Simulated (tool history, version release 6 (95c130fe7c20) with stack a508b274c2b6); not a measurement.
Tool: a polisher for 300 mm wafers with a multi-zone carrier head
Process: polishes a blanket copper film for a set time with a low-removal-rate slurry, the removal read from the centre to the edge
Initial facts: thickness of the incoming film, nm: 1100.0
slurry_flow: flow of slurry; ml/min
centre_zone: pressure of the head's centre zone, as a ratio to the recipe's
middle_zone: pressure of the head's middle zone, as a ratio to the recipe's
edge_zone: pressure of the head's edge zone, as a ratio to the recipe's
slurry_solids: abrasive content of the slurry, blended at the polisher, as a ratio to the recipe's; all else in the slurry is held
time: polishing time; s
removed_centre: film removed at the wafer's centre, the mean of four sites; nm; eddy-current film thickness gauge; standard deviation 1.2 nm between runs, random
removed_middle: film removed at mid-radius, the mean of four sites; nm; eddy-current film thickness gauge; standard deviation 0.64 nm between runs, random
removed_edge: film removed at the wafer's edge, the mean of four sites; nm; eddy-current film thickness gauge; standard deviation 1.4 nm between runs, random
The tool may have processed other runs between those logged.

run	hour	slurry_flow	centre_zone	middle_zone	edge_zone	slurry_solids	time	removed_centre	removed_middle	removed_edge
1	0	280	1	1	1	1	59	176.1	182.59	179.24
2	7	280	0.93	1	1	1	59	160.92	182.55	184.33
3	12.9	280	0.93	1	1	0.85	59	157.72	176.5	175.15
4	21	280	0.84	1	1	0.85	59	139.76	176.44	174.33
5	27.2	270	0.86	0.96	1	0.75	54	125.39	148.43	154.39
6	32.9	270	0.86	0.96	1.08	0.75	54	125.14	146.43	158.2
7	41.8	265	0.88	0.93	1.06	0.7	51	118.54	134.32	144.74
8	44.2	260	0.9	0.9	1.07	0.65	49	114.41	121.59	136.75
9	48	230	0.94	0.81	0.97	0.5	42	93.22	87.178	101.82

What will run 10 give?
10	55.9	245	0.94	0.81	0.98	0.5	42	?	?	?

removed_centre: 94.005 nm
removed_middle: 88.117 nm
removed_edge: 105.75 nm

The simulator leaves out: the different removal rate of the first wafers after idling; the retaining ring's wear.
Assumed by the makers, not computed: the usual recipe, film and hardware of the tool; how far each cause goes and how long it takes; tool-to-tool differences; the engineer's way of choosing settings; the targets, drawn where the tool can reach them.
